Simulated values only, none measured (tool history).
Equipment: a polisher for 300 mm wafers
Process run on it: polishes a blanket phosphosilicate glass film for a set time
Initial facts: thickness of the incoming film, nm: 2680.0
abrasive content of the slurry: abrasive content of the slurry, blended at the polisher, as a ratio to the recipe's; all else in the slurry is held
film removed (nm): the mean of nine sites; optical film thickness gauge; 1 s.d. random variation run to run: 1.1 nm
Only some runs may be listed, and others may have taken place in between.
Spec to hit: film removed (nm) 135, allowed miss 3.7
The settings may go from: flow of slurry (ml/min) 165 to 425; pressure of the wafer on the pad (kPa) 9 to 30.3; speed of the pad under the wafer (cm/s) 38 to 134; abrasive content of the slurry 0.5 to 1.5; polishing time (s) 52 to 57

run	hour	flow of slurry (ml/min)	pressure of the wafer on the pad (kPa)	speed of the pad under the wafer (cm/s)	abrasive content of the slurry	polishing time (s)	film removed (nm)
1	0	275	19.3	86	1	57	329.69
2	1.3	215	19.3	86	1	57	315.41
3	8.7	215	19.3	94	1	57	341.59
4	13.5	210	17.9	90	1	57	300.74
5	18.1	210	17.9	90	1	52	275.74
6	24.1	205	16.5	88	1	52	253.23
7	26.9	200	15.9	86	1	52	237.4
8	33.6	200	15.2	84	1	52	224.01
9	36.2	200	14.5	82	1	52	206.79
10	40.7	200	13.8	82	1	52	199.83
11	47.9	200	13.1	80	1	52	182.1
12	51.4	200	12.4	80	1	52	174.88
13	56.7	200	12.4	80	1	52	176.41
14	59.8	200	11.7	80	1	52	165.17
15	66.5	195	9	76	1	52	123.7

Consider the 5 candidate settings below. Which is the only one whose results all fall within their allowed miss of target?
A	73.2	195	11.7	60	1	57	?
B	73.2	165	9	80	1	52	?
C	73.2	175	9	66	1.05	52	?
D	73.2	180	11.7	72	0.75	54	?
E	73.2	175	10.3	72	0.75	52	?

move	film removed (nm)
A	144.89
B	125.28
C	111.15
D	134.94
E	114.8
A: carries the result that was furthest off beyond its target, to the other side
B: better than the last run, though not everything is in spec
C: misses by more than the last run did
D: all results in spec
E: misses by more than the last run did
Move D is the one to make.
